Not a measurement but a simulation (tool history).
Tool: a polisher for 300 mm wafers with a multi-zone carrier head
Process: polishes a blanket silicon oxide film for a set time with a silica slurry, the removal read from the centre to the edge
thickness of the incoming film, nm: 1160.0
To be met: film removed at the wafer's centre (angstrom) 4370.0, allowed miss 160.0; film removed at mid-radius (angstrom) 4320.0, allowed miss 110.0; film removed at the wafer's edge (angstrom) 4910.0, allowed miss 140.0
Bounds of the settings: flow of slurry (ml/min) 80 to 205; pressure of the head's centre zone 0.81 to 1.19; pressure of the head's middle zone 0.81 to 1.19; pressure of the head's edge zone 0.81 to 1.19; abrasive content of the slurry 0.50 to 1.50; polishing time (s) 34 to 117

run,hour,flow of slurry (ml/min),pressure of the head's centre zone,pressure of the head's middle zone,pressure of the head's edge zone,abrasive content of the slurry,polishing time (s),film removed at the wafer's centre (angstrom),film removed at mid-radius (angstrom),film removed at the wafer's edge (angstrom)
1,0.0,135,1.00,1.00,1.00,1.00,75,3774.2,3712.3,3698.6
2,6.8,135,0.94,1.00,1.00,1.00,75,3542.8,3749.3,3660.1
3,14.2,135,0.94,1.00,1.00,1.00,93,4400.5,4634.3,4593.9
4,17.6,115,0.94,1.00,1.00,1.00,93,4210.7,4479.2,4451.3
5,25.1,115,0.94,0.99,1.02,1.00,93,4250.3,4462.3,4471.2
6,26.0,115,0.93,0.98,1.04,1.00,93,4255.5,4437.1,4621.8
7,34.4,115,0.93,0.98,1.04,1.00,93,4202.4,4405.5,4593.2
8,39.2,115,0.93,0.97,1.05,1.00,93,4161.8,4348.5,4603.6
9,42.4,115,0.93,0.97,1.06,1.00,93,4211.7,4436.4,4613.0
10,45.7,115,0.93,0.96,1.07,1.00,93,4206.7,4256.4,4569.8
11,46.7,115,0.93,0.96,1.08,1.00,93,4183.9,4362.4,4649.5
12,49.5,115,0.93,0.95,1.09,1.00,93,4088.2,4294.5,4611.2
13,52.8,115,0.94,0.94,1.10,1.00,93,4243.0,4275.1,4658.9

5 next moves are on the table. One of them brings every result within its allowed miss. Which?
A,56.1,105,0.94,0.93,1.08,1.00,93,?,?,?
B,56.1,115,0.92,0.90,1.10,1.05,96,?,?,?
C,56.1,80,0.84,0.88,1.15,1.30,102,?,?,?
D,56.1,85,0.88,0.84,1.05,1.15,107,?,?,?
E,56.1,115,0.95,0.85,1.15,1.30,89,?,?,?

move,film removed at the wafer's centre (angstrom),film removed at mid-radius (angstrom),film removed at the wafer's edge (angstrom)
A,4084.7,4135.6,4500.3
B,4290.6,4306.0,4814.6
C,3995.5,4372.4,5207.1
D,4313.2,4326.5,5170.6
E,4380.3,4062.8,4836.8
A: further off than the last run
B: meets every target
C: takes the result that was furthest off past its target
D: takes the result that was furthest off past its target
E: brings the result that was furthest off to its target, and leaves another outside
Move B is the one to make.
